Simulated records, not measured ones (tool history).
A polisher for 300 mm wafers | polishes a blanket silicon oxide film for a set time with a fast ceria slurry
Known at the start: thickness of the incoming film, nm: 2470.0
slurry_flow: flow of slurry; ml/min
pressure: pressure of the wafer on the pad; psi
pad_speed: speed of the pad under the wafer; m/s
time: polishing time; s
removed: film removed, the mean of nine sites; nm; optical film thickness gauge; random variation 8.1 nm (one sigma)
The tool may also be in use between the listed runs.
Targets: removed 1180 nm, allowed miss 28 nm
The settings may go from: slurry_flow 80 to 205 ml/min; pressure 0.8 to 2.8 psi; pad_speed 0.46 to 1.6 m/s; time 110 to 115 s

run 1 hour=0 | slurry_flow=135 pressure=1.8 pad_speed=1.02 time=110 | removed=901.44
run 2 hour=2.4 | slurry_flow=135 pressure=1.8 pad_speed=0.92 time=110 | removed=827.41
run 3 hour=9.4 | slurry_flow=135 pressure=2 pad_speed=0.92 time=110 | removed=916.41
run 4 hour=14.8 | slurry_flow=135 pressure=1.7 pad_speed=0.92 time=110 | removed=788.33
run 5 hour=19.8 | slurry_flow=140 pressure=1.8 pad_speed=0.92 time=110 | removed=832.27
run 6 hour=22.9 | slurry_flow=140 pressure=1.8 pad_speed=0.92 time=110 | removed=836.75
run 7 hour=25.7 | slurry_flow=145 pressure=1.9 pad_speed=0.92 time=110 | removed=885.37
run 8 hour=34.7 | slurry_flow=150 pressure=1.9 pad_speed=0.92 time=110 | removed=888.49
run 9 hour=35.8 | slurry_flow=155 pressure=1.9 pad_speed=0.92 time=110 | removed=886.99
run 10 hour=40.1 | slurry_flow=155 pressure=2 pad_speed=0.92 time=110 | removed=944.98
run 11 hour=45.1 | slurry_flow=160 pressure=2 pad_speed=0.92 time=110 | removed=954.73

Which of these 5 next moves meets every target?
run A hour=50.1 | slurry_flow=155 pressure=2.1 pad_speed=0.98 time=113 | removed=?
run B hour=50.1 | slurry_flow=170 pressure=2 pad_speed=0.86 time=110 | removed=?
run C hour=50.1 | slurry_flow=175 pressure=1.3 pad_speed=0.96 time=110 | removed=?
run D hour=50.1 | slurry_flow=155 pressure=2.1 pad_speed=1.12 time=112 | removed=?
run E hour=50.1 | slurry_flow=140 pressure=2 pad_speed=0.74 time=110 | removed=?

move=A removed=1056.2
move=B removed=890.62
move=C removed=648.23
move=D removed=1176.1
move=E removed=758.35
A: nearer than the last run, and not there yet
B: further off than the last run
C: further off than the last run
D: meets every target
E: further off than the last run
Answer: D
